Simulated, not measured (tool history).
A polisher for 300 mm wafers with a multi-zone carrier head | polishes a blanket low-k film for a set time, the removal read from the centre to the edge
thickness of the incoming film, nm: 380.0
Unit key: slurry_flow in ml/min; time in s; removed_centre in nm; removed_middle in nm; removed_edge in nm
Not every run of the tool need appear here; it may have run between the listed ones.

run 1 day=0 | slurry_flow=150 centre_zone=1 middle_zone=1 edge_zone=1 slurry_solids=1 time=56 | removed_centre=25.422 removed_middle=24.614 removed_edge=24.915
run 2 day=0.175 | slurry_flow=165 centre_zone=1.05 middle_zone=1.01 edge_zone=1.04 slurry_solids=1.15 time=56 | removed_centre=29.074 removed_middle=27.74 removed_edge=27.923
run 3 day=0.279 | slurry_flow=165 centre_zone=1 middle_zone=1.01 edge_zone=1.04 slurry_solids=1.15 time=56 | removed_centre=28.221 removed_middle=27.453 removed_edge=28.198
run 4 day=0.388 | slurry_flow=180 centre_zone=1.05 middle_zone=1 edge_zone=1.06 slurry_solids=1.2 time=56 | removed_centre=29.955 removed_middle=27.979 removed_edge=29.637
run 5 day=0.417 | slurry_flow=185 centre_zone=1.09 middle_zone=1 edge_zone=1.05 slurry_solids=1.3 time=56 | removed_centre=32.045 removed_middle=29.273 removed_edge=29.825
run 6 day=0.612 | slurry_flow=170 centre_zone=1.09 middle_zone=1 edge_zone=1.05 slurry_solids=1.3 time=56 | removed_centre=31.839 removed_middle=29.082 removed_edge=29.576

What does the tool deliver on the next run?
run 7 day=0.742 | slurry_flow=180 centre_zone=1.12 middle_zone=1 edge_zone=1.06 slurry_solids=1.35 time=57 | removed_centre=? removed_middle=? removed_edge=?

{"run 7": {"removed_centre": 33.727, "removed_middle": 30.533, "removed_edge": 31.145}}
